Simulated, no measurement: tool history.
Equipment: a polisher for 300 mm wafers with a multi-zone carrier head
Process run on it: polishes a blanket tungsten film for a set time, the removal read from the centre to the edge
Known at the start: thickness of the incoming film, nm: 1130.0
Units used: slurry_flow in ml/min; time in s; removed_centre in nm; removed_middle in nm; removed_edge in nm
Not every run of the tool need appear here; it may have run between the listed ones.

Run 1, day 0.000: slurry_flow 160 ml/min, centre_zone 1.00, middle_zone 1.00, edge_zone 1.00, slurry_solids 1.00, time 74 s. Result: removed_centre 214.70 nm, removed_middle 211.91 nm, removed_edge 225.74 nm.
Run 2, day 0.288: slurry_flow 160 ml/min, centre_zone 0.99, middle_zone 1.01, edge_zone 0.99, slurry_solids 0.95, time 74 s. Result: removed_centre 208.03 nm, removed_middle 211.11 nm, removed_edge 220.47 nm.
Run 3, day 0.467: slurry_flow 160 ml/min, centre_zone 0.98, middle_zone 1.01, edge_zone 0.98, slurry_solids 0.95, time 74 s. Result: removed_centre 202.66 nm, removed_middle 210.46 nm, removed_edge 212.92 nm.
Run 4, day 0.675: slurry_flow 160 ml/min, centre_zone 0.98, middle_zone 0.96, edge_zone 0.98, slurry_solids 0.95, time 74 s. Result: removed_centre 203.25 nm, removed_middle 199.55 nm, removed_edge 218.08 nm.
Run 5, day 0.892: slurry_flow 160 ml/min, centre_zone 0.98, middle_zone 0.88, edge_zone 0.98, slurry_solids 0.95, time 74 s. Result: removed_centre 204.40 nm, removed_middle 189.28 nm, removed_edge 218.02 nm.
Run 6, day 1.171: slurry_flow 160 ml/min, centre_zone 0.98, middle_zone 0.88, edge_zone 0.98, slurry_solids 0.95, time 64 s. Result: removed_centre 172.05 nm, removed_middle 160.95 nm, removed_edge 190.43 nm.
At day 1.483: edge zone pressure recalibrated.
Run 7, day 1.483: slurry_flow 160 ml/min, centre_zone 0.98, middle_zone 0.88, edge_zone 0.98, slurry_solids 0.95, time 64 s. Result: removed_centre 175.83 nm, removed_middle 162.07 nm, removed_edge 183.07 nm.
Run 8, day 1.750: slurry_flow 160 ml/min, centre_zone 0.97, middle_zone 0.90, edge_zone 0.98, slurry_solids 0.95, time 64 s. Result: removed_centre 172.29 nm, removed_middle 171.03 nm, removed_edge 177.24 nm.
Run 9, day 1.975: slurry_flow 160 ml/min, centre_zone 0.96, middle_zone 0.91, edge_zone 1.00, slurry_solids 0.95, time 64 s. Result: removed_centre 174.69 nm, removed_middle 168.18 nm, removed_edge 184.12 nm.

For run 10, what comes out?
Run 10, day 2.071: slurry_flow 155 ml/min, centre_zone 0.94, middle_zone 0.92, edge_zone 1.01, slurry_solids 0.95, time 64 s. Result: removed_centre ?, removed_middle ?, removed_edge ?.

removed_centre: 168.51 nm
removed_middle: 166.40 nm
removed_edge: 181.77 nm
